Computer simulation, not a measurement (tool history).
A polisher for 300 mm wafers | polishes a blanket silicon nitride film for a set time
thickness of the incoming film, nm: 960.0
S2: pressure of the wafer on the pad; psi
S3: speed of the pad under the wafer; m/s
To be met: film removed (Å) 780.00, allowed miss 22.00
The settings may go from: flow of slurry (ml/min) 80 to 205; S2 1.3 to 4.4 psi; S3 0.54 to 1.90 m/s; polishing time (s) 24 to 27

run 1 day=0.000 | flow_of_slurry_(ml/min)=135 S2=2.8 S3=1.22 polishing_time_(s)=27 | film_removed_(Å)=520.98
run 2 day=0.271 | flow_of_slurry_(ml/min)=135 S2=3.1 S3=1.22 polishing_time_(s)=27 | film_removed_(Å)=578.81
run 3 day=0.475 | flow_of_slurry_(ml/min)=165 S2=3.1 S3=1.22 polishing_time_(s)=27 | film_removed_(Å)=604.58
run 4 day=0.600 | flow_of_slurry_(ml/min)=170 S2=3.3 S3=1.22 polishing_time_(s)=27 | film_removed_(Å)=642.67
run 5 day=0.808 | flow_of_slurry_(ml/min)=175 S2=3.5 S3=1.22 polishing_time_(s)=27 | film_removed_(Å)=684.28
run 6 day=0.992 | flow_of_slurry_(ml/min)=180 S2=3.6 S3=1.22 polishing_time_(s)=27 | film_removed_(Å)=700.04
run 7 day=1.250 | flow_of_slurry_(ml/min)=180 S2=3.7 S3=1.22 polishing_time_(s)=27 | film_removed_(Å)=720.10
run 8 day=1.492 | flow_of_slurry_(ml/min)=185 S2=3.8 S3=1.22 polishing_time_(s)=27 | film_removed_(Å)=749.58

Which of these 4 next moves meets every target?
run A day=1.733 | flow_of_slurry_(ml/min)=190 S2=3.7 S3=1.26 polishing_time_(s)=26 | film_removed_(Å)=?
run B day=1.733 | flow_of_slurry_(ml/min)=180 S2=4.0 S3=1.54 polishing_time_(s)=25 | film_removed_(Å)=?
run C day=1.733 | flow_of_slurry_(ml/min)=175 S2=4.0 S3=1.22 polishing_time_(s)=27 | film_removed_(Å)=?
run D day=1.733 | flow_of_slurry_(ml/min)=165 S2=4.0 S3=1.38 polishing_time_(s)=27 | film_removed_(Å)=?

move=A film_removed_(Å)=719.12
move=B film_removed_(Å)=844.31
move=C film_removed_(Å)=779.73
move=D film_removed_(Å)=836.39
A: further off than the last run
B: takes the result that was furthest off past its target
C: meets every target
D: takes the result that was furthest off past its target
Answer: C

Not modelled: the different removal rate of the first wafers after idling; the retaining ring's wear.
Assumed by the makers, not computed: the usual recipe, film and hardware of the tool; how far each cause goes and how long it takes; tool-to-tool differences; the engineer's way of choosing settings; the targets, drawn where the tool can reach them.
